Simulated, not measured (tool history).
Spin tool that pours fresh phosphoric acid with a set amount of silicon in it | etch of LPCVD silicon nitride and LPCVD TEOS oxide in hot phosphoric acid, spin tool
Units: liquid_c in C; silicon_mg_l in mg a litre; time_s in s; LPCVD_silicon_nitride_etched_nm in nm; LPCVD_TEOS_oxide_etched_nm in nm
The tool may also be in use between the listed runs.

run,hour,liquid_c,silicon_mg_l,time_s,LPCVD_silicon_nitride_etched_nm,LPCVD_TEOS_oxide_etched_nm
1,0.0,160.0,22.0,85,6.4578,0.132650
2,4.2,159.5,23.5,70,5.2717,0.126120
3,5.9,159.5,16.0,70,5.2284,0.140240
4,6.6,159.0,22.0,60,4.4201,0.126590
5,7.6,158.5,30.0,55,3.9221,0.071782
6,12.6,158.0,31.0,55,3.8716,0.052555
7,18.0,157.5,24.5,45,3.0950,0.047685
8,20.2,157.5,26.0,45,3.1189,0.058164
9,22.7,157.5,28.0,45,3.1680,0.056681
10,25.1,157.5,28.0,45,3.1874,0.054392
11,27.4,157.5,29.5,45,3.1464,0.041552
12,34.2,158.0,29.5,45,3.2436,0.046055
13,42.0,158.0,29.5,45,3.1940,0.052664
14,43.1,158.0,30.5,45,3.2112,0.055534
15,47.1,158.0,31.5,45,3.1827,0.073413
16,51.6,158.5,44.5,50,3.5952,0.028055
17,58.9,158.5,40.5,50,3.6702,0.034215
18,63.8,158.0,37.0,50,3.5370,0.056357
19,72.4,158.0,37.5,50,3.5554,0.050404
20,80.3,157.5,36.5,50,3.5027,0.049650

The next listed run, before its measurement:
21,89.2,157.5,36.0,50,?,?

LPCVD_silicon_nitride_etched_nm: 3.5390 nm
LPCVD_TEOS_oxide_etched_nm: 0.050989 nm

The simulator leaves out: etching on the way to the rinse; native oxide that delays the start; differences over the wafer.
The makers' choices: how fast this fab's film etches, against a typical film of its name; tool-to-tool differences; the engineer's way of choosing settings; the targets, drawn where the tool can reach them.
